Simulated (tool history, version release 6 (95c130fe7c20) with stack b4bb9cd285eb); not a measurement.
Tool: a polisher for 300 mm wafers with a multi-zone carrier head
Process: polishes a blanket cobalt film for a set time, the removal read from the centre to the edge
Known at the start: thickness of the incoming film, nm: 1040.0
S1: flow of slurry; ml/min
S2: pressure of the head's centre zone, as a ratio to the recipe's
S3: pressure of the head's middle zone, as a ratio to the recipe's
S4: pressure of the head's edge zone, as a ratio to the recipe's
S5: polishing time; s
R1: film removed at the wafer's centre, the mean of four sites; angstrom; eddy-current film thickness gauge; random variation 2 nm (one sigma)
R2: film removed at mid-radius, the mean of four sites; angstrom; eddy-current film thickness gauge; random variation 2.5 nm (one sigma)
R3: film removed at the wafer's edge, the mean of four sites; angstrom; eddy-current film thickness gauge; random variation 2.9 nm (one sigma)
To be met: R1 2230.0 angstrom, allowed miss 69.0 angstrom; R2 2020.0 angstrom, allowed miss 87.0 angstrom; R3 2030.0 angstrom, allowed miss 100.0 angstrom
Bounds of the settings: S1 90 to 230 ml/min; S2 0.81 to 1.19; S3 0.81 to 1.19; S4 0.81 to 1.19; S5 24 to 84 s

Run 1, day 0.000: S1 150 ml/min, S2 1.00, S3 1.00, S4 1.00, S5 54 s. Result: R1 2733.9 angstrom, R2 2660.3 angstrom, R3 2564.2 angstrom.
Run 2, day 0.217: S1 150 ml/min, S2 0.94, S3 1.00, S4 1.00, S5 54 s. Result: R1 2563.2 angstrom, R2 2642.6 angstrom, R3 2608.1 angstrom.
Run 3, day 0.262: S1 150 ml/min, S2 0.94, S3 1.00, S4 1.00, S5 48 s. Result: R1 2253.5 angstrom, R2 2320.7 angstrom, R3 2290.5 angstrom.
Run 4, day 0.571: S1 150 ml/min, S2 0.94, S3 1.08, S4 1.00, S5 48 s. Result: R1 2272.4 angstrom, R2 2504.6 angstrom, R3 2305.9 angstrom.
Run 5, day 0.721: S1 150 ml/min, S2 0.94, S3 1.08, S4 1.08, S5 48 s. Result: R1 2254.8 angstrom, R2 2450.0 angstrom, R3 2394.9 angstrom.
Run 6, day 1.071: S1 145 ml/min, S2 0.96, S3 1.04, S4 1.05, S5 47 s. Result: R1 2237.5 angstrom, R2 2333.3 angstrom, R3 2300.8 angstrom.
Run 7, day 1.200: S1 140 ml/min, S2 0.98, S3 1.01, S4 1.03, S5 46 s. Result: R1 2214.8 angstrom, R2 2240.0 angstrom, R3 2219.5 angstrom.
Run 8, day 1.404: S1 140 ml/min, S2 1.00, S3 0.99, S4 1.01, S5 45 s. Result: R1 2210.1 angstrom, R2 2174.1 angstrom, R3 2166.9 angstrom.

Which of these 5 next moves meets every target?
Run A, day 1.608: S1 165 ml/min, S2 1.01, S3 0.91, S4 1.00, S5 41 s. Result: R1 ?, R2 ?, R3 ?.
Run B, day 1.608: S1 145 ml/min, S2 1.00, S3 1.00, S4 0.95, S5 47 s. Result: R1 ?, R2 ?, R3 ?.
Run C, day 1.608: S1 135 ml/min, S2 1.02, S3 0.95, S4 0.88, S5 45 s. Result: R1 ?, R2 ?, R3 ?.
Run D, day 1.608: S1 90 ml/min, S2 0.94, S3 0.91, S4 1.00, S5 50 s. Result: R1 ?, R2 ?, R3 ?.
Run E, day 1.608: S1 155 ml/min, S2 1.00, S3 1.07, S4 1.06, S5 44 s. Result: R1 ?, R2 ?, R3 ?.

move      R1      R2      R3
   A  2111.8  1847.8  2016.6
   B  2338.8  2242.1  2231.5
   C  2249.2  2028.7  2063.6
   D  2071.0  1984.0  2250.3
   E  2219.9  2249.2  2189.2
A: takes the result that was furthest off past its target
B: further off than the last run
C: meets every target
D: brings the result that was furthest off to its target, and leaves another outside
E: further off than the last run
Move C is the one to make.
